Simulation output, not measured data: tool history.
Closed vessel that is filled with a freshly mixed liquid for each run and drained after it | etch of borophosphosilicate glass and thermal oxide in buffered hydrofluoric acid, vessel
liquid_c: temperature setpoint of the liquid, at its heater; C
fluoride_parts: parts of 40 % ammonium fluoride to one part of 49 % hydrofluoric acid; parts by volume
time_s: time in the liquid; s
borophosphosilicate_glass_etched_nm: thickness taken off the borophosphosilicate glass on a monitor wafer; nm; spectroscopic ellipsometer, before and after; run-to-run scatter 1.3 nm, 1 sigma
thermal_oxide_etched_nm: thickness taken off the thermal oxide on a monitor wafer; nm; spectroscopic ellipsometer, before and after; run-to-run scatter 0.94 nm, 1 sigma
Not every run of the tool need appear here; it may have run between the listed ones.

run,day,liquid_c,fluoride_parts,time_s,borophosphosilicate_glass_etched_nm,thermal_oxide_etched_nm
1,0,21,7.5,60,88.34,71.142
2,0.104,22.5,7.5,60,94.288,77.687
3,0.154,24,7.5,60,103.82,84.68
4,0.421,24,6.5,60,118.93,95.388
5,0.742,24.5,6.5,60,122.17,97.637
6,0.967,25,6.5,60,126.7,101.96
7,1.05,25.5,6.5,60,129.1,104.36
8,1.25,26,6.5,60,132.27,107.56
9,1.433,26.5,6.5,60,135.84,110.75

Run 10 has not been measured yet. What should we expect?
10,1.55,27,6.5,60,?,?

Run 10 produced borophosphosilicate_glass_etched_nm 139.37 nm, thermal_oxide_etched_nm 114.18 nm.

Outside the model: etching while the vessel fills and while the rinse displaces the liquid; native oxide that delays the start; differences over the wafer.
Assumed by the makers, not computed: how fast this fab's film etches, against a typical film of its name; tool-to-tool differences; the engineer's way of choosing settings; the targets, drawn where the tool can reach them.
